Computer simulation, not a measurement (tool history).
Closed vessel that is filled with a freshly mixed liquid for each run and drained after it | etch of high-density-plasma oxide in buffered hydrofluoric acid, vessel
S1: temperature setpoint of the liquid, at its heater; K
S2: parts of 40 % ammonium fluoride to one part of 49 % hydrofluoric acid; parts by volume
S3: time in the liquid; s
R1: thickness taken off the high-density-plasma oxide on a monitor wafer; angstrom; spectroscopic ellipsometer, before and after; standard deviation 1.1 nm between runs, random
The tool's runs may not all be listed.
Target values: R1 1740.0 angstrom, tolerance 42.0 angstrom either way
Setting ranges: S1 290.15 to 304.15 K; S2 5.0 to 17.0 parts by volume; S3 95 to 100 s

{"run": 1, "hour": 0.0, "S1": 296.15, "S2": 10.5, "S3": 95, "R1": 2236.4}
{"run": 2, "hour": 7.6, "S1": 294.65, "S2": 10.5, "S3": 95, "R1": 2065.1}
{"run": 3, "hour": 9.1, "S1": 296.65, "S2": 10.5, "S3": 95, "R1": 2262.0}
{"run": 4, "hour": 16.4, "S1": 296.65, "S2": 10.5, "S3": 100, "R1": 2421.6}
{"run": 5, "hour": 23.0, "S1": 296.65, "S2": 13.0, "S3": 100, "R1": 1956.2}
{"run": 6, "hour": 24.7, "S1": 296.65, "S2": 13.0, "S3": 100, "R1": 1952.2}
{"run": 7, "hour": 27.4, "S1": 296.65, "S2": 13.0, "S3": 100, "R1": 1973.6}
{"run": 8, "hour": 34.6, "S1": 295.65, "S2": 13.0, "S3": 100, "R1": 1869.1}
{"run": 9, "hour": 41.7, "S1": 295.15, "S2": 13.0, "S3": 100, "R1": 1801.3}

Next run, 5 choices. One meets every target within its allowed miss, the rest don't. Which?
{"run": "A", "hour": 48.8, "S1": 296.15, "S2": 12.5, "S3": 95, "R1": "?"}
{"run": "B", "hour": 48.8, "S1": 294.65, "S2": 11.5, "S3": 95, "R1": "?"}
{"run": "C", "hour": 48.8, "S1": 296.65, "S2": 13.0, "S3": 95, "R1": "?"}
{"run": "D", "hour": 48.8, "S1": 298.15, "S2": 16.0, "S3": 100, "R1": "?"}
{"run": "E", "hour": 48.8, "S1": 294.65, "S2": 13.0, "S3": 95, "R1": "?"}

move=A R1=1891.9
move=B R1=1889.6
move=C R1=1871.3
move=D R1=1743.5
move=E R1=1676.0
A: further off than the last run
B: further off than the last run
C: further off than the last run
D: meets every target
E: carries the result that was furthest off beyond its target, to the other side
Go with D: it meets all targets.
